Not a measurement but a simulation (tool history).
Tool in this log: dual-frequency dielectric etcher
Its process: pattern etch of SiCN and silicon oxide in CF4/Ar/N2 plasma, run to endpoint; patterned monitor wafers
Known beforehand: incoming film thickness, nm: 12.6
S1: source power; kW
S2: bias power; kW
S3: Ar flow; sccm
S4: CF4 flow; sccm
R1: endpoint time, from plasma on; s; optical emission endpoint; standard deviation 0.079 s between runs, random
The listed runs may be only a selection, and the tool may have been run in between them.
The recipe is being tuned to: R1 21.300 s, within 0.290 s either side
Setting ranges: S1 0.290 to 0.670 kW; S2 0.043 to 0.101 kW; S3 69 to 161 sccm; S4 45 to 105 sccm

run 1 hour=0.0 | S1=0.480 S2=0.072 S3=115 S4=75 | R1=15.451
run 2 hour=0.8 | S1=0.480 S2=0.072 S3=115 S4=65 | R1=15.924
run 3 hour=4.8 | S1=0.480 S2=0.072 S3=115 S4=60 | R1=16.224
run 4 hour=9.4 | S1=0.450 S2=0.072 S3=115 S4=60 | R1=16.925
run 5 hour=14.2 | S1=0.420 S2=0.072 S3=115 S4=60 | R1=17.604
run 6 hour=22.5 | S1=0.400 S2=0.072 S3=115 S4=60 | R1=18.166
run 7 hour=26.6 | S1=0.380 S2=0.072 S3=115 S4=60 | R1=18.689
run 8 hour=33.0 | S1=0.360 S2=0.072 S3=115 S4=60 | R1=19.190
run 9 hour=41.5 | S1=0.290 S2=0.071 S3=115 S4=60 | R1=21.892

Next run, 4 choices. One meets every target within its allowed miss, the rest don't. Which?
run A hour=50.0 | S1=0.300 S2=0.072 S3=107 S4=59 | R1=?
run B hour=50.0 | S1=0.290 S2=0.077 S3=113 S4=73 | R1=?
run C hour=50.0 | S1=0.300 S2=0.081 S3=108 S4=55 | R1=?
run D hour=50.0 | S1=0.320 S2=0.069 S3=99 S4=60 | R1=?

move=A R1=21.297
move=B R1=20.381
move=C R1=20.689
move=D R1=20.580
A: all results land within tolerance of their targets
B: moves the result that the last run missed by most past its target, out the other side
C: moves the result that the last run missed by most past its target, out the other side
D: moves the result that the last run missed by most past its target, out the other side
A meets every target.
